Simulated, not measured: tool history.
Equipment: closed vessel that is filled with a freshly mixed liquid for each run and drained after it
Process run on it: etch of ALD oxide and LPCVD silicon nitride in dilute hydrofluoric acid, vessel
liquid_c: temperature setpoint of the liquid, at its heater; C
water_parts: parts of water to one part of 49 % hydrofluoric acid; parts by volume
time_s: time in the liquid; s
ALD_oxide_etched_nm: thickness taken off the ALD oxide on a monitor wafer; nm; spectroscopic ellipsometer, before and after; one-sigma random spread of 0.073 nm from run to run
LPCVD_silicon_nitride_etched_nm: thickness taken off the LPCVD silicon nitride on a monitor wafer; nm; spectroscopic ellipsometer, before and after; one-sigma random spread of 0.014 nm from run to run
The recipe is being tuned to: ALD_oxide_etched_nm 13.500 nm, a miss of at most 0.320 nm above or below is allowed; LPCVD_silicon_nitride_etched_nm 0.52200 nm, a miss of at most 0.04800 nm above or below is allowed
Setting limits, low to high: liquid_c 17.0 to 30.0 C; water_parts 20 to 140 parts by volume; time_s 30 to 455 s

run  hour  liquid_c  water_parts  time_s  ALD_oxide_etched_nm  LPCVD_silicon_nitride_etched_nm
  1   0.0      22.0           75     230               34.238                          1.09850
  2   5.7      18.5           75     230               29.526                          0.86766
  3  13.6      18.5           75     325               41.778                          1.23880
  4  21.4      19.0           95     305               30.849                          0.98127
  5  28.0      19.0           95     365               36.566                          1.17460
  6  37.2      17.5           95     365               34.182                          1.03620
  7  44.1      21.5          125     255               20.607                          0.72212
  8  53.4      21.0          130     240               18.311                          0.61560
     56.2  -- hydrofluoric acid flow meter replaced
  9  56.2      21.0          135     220               18.195                          0.60112

Of the 5 settings listed for the next run, only one would bring every result within its allowed miss of target. Which one?
  A  59.0      20.0          135     170                    ?                                ?
  B  59.0      19.0          135     175                    ?                                ?
  C  59.0      17.0           80     190                    ?                                ?
  D  59.0      26.0          140     140                    ?                                ?
  E  59.0      27.0          140     130                    ?                                ?

move  ALD_oxide_etched_nm  LPCVD_silicon_nitride_etched_nm
   A               13.495                          0.43914
   B               13.343                          0.42257
   C               23.835                          0.66401
   D               13.461                          0.51662
   E               12.978                          0.51112
A: the furthest-off result lands on target, but another misses its tolerance
B: the furthest-off result lands on target, but another misses its tolerance
C: moves away from the targets compared with the last run
D: hits every target within its allowed miss
E: takes the biggest miss from the last run beyond its target
Correct choice: D, which meets every target
